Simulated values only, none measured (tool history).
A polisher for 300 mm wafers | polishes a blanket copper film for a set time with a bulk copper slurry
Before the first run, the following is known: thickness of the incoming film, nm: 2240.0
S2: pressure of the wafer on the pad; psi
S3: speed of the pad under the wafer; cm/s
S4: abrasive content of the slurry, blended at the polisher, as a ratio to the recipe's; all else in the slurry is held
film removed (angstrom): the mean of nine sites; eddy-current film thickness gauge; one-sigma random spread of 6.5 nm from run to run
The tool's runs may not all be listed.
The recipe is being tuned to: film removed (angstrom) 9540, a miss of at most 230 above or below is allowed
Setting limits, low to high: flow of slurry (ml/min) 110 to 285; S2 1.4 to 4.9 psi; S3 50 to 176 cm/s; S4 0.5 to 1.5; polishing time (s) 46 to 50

run 1 hour=0 | flow_of_slurry_(ml/min)=180 S2=3.1 S3=112 S4=1 polishing_time_(s)=50 | film_removed_(angstrom)=5636.8
run 2 hour=1.3 | flow_of_slurry_(ml/min)=180 S2=3.1 S3=134 S4=1 polishing_time_(s)=50 | film_removed_(angstrom)=6566.6
run 3 hour=7.3 | flow_of_slurry_(ml/min)=180 S2=3.1 S3=134 S4=0.9 polishing_time_(s)=50 | film_removed_(angstrom)=6426
run 4 hour=12.1 | flow_of_slurry_(ml/min)=150 S2=3.1 S3=134 S4=0.9 polishing_time_(s)=50 | film_removed_(angstrom)=6362.8
run 5 hour=17.2 | flow_of_slurry_(ml/min)=150 S2=3.5 S3=134 S4=0.9 polishing_time_(s)=50 | film_removed_(angstrom)=7055
run 6 hour=20.1 | flow_of_slurry_(ml/min)=160 S2=3.8 S3=134 S4=0.9 polishing_time_(s)=50 | film_removed_(angstrom)=7652.6
run 7 hour=23.2 | flow_of_slurry_(ml/min)=160 S2=3.8 S3=134 S4=0.9 polishing_time_(s)=50 | film_removed_(angstrom)=7808.1
run 8 hour=31.5 | flow_of_slurry_(ml/min)=170 S2=4 S3=134 S4=0.9 polishing_time_(s)=50 | film_removed_(angstrom)=8195.7
run 9 hour=39.6 | flow_of_slurry_(ml/min)=170 S2=4 S3=134 S4=0.9 polishing_time_(s)=50 | film_removed_(angstrom)=8183.7
run 10 hour=41.4 | flow_of_slurry_(ml/min)=175 S2=4.2 S3=134 S4=0.9 polishing_time_(s)=50 | film_removed_(angstrom)=8576.1
run 11 hour=44.6 | flow_of_slurry_(ml/min)=175 S2=4.3 S3=134 S4=0.9 polishing_time_(s)=50 | film_removed_(angstrom)=8854.7
run 12 hour=49.1 | flow_of_slurry_(ml/min)=175 S2=4.4 S3=134 S4=0.9 polishing_time_(s)=50 | film_removed_(angstrom)=8893.3
run 13 hour=51 | flow_of_slurry_(ml/min)=175 S2=4.5 S3=134 S4=0.9 polishing_time_(s)=50 | film_removed_(angstrom)=9116.9

Next run, 5 choices. One meets every target within its allowed miss, the rest don't. Which?
run A hour=52.9 | flow_of_slurry_(ml/min)=140 S2=4.3 S3=144 S4=0.8 polishing_time_(s)=49 | film_removed_(angstrom)=?
run B hour=52.9 | flow_of_slurry_(ml/min)=180 S2=4.5 S3=128 S4=1.05 polishing_time_(s)=46 | film_removed_(angstrom)=?
run C hour=52.9 | flow_of_slurry_(ml/min)=175 S2=4.4 S3=138 S4=0.9 polishing_time_(s)=47 | film_removed_(angstrom)=?
run D hour=52.9 | flow_of_slurry_(ml/min)=170 S2=4.7 S3=142 S4=0.85 polishing_time_(s)=48 | film_removed_(angstrom)=?
run E hour=52.9 | flow_of_slurry_(ml/min)=140 S2=4.3 S3=146 S4=0.9 polishing_time_(s)=46 | film_removed_(angstrom)=?

move=A film_removed_(angstrom)=8691.9
move=B film_removed_(angstrom)=8418.1
move=C film_removed_(angstrom)=8686.4
move=D film_removed_(angstrom)=9549.8
move=E film_removed_(angstrom)=8515.8
A: its largest miss is bigger than the last run's
B: its largest miss is bigger than the last run's
C: its largest miss is bigger than the last run's
D: all results land within tolerance of their targets
E: its largest miss is bigger than the last run's
Answer: D
